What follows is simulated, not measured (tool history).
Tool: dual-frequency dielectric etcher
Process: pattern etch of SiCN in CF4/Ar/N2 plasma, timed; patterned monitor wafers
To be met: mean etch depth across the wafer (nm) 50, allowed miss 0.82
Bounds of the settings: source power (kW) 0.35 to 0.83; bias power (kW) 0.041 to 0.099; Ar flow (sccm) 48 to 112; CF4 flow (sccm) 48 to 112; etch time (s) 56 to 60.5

run	day	source power (kW)	bias power (kW)	Ar flow (sccm)	CF4 flow (sccm)	etch time (s)	mean etch depth across the wafer (nm)
1	0	0.59	0.07	80	80	60.5	71.482
2	0.162	0.54	0.07	80	80	60.5	66.24
3	0.4	0.5	0.07	80	80	60.5	62.69
4	0.638	0.5	0.081	80	80	60.5	65.924
5	0.75	0.5	0.091	80	80	60.5	69.209
6	0.867	0.5	0.099	80	80	60.5	70.838
7	0.979	0.47	0.093	82	79	60.5	65.017
8	1.092	0.45	0.09	83	79	60.5	62.888
9	1.271	0.43	0.087	84	79	60.5	59.509
10	1.388	0.35	0.077	86	78	60.5	49.268

5 next moves are on the table. One of them brings every result within its allowed miss. Which?
A	1.504	0.37	0.073	83	82	56.5	?
B	1.504	0.35	0.081	80	79	60	?
C	1.504	0.35	0.07	78	85	59.5	?
D	1.504	0.35	0.07	73	84	59	?
E	1.504	0.4	0.072	89	76	56	?

move	mean etch depth across the wafer (nm)
A	47.485
B	50.221
C	48.024
D	47.98
E	48.556
A: further off than the last run
B: meets every target
C: further off than the last run
D: further off than the last run
E: further off than the last run
Answer: B

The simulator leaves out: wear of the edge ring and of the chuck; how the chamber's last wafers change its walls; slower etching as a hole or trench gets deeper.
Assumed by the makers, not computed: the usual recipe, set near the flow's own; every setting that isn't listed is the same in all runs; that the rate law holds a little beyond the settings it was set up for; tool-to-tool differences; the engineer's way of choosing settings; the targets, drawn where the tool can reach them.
